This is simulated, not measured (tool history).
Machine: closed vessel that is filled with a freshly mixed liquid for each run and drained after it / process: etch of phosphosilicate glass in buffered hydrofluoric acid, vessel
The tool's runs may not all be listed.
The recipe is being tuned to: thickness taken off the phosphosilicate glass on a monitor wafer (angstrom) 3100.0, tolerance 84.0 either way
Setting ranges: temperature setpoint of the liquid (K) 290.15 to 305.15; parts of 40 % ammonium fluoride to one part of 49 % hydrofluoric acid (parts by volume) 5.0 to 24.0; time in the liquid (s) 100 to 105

run	hour	temperature setpoint of the liquid (K)	parts of 40 % ammonium fluoride to one part of 49 % hydrofluoric acid (parts by volume)	time in the liquid (s)	thickness taken off the phosphosilicate glass on a monitor wafer (angstrom)
1	0.0	297.15	14.5	100	4252.4
2	6.9	296.65	14.5	100	4169.7
3	14.1	296.65	11.5	100	5200.0
4	22.4	296.65	11.5	100	5200.8
5	24.1	298.15	11.5	100	5646.9
6	28.1	298.15	8.0	100	7857.8
7	35.1	297.15	8.5	100	6927.7
8	42.7	296.15	9.0	100	6189.9
9	52.0	295.15	9.5	100	5661.4
# hour 53.4: thermometer replaced
10	53.4	291.15	14.5	100	2871.3
11	57.5	291.65	14.5	100	2960.2

Which one of the following 5 next-run settings gets every result inside its allowed miss? There is exactly one.
A	61.6	291.15	13.5	100	?
B	61.6	293.15	15.0	105	?
C	61.6	295.15	15.5	100	?
D	61.6	293.15	17.0	105	?
E	61.6	290.15	13.5	100	?

move	thickness taken off the phosphosilicate glass on a monitor wafer (angstrom)
A	3079.0
B	3263.2
C	3363.8
D	2884.7
E	2908.4
A: all results land within tolerance of their targets
B: takes the result that was furthest off past its target
C: takes the result that was furthest off past its target
D: moves away from the targets compared with the last run
E: moves away from the targets compared with the last run
A meets every target.
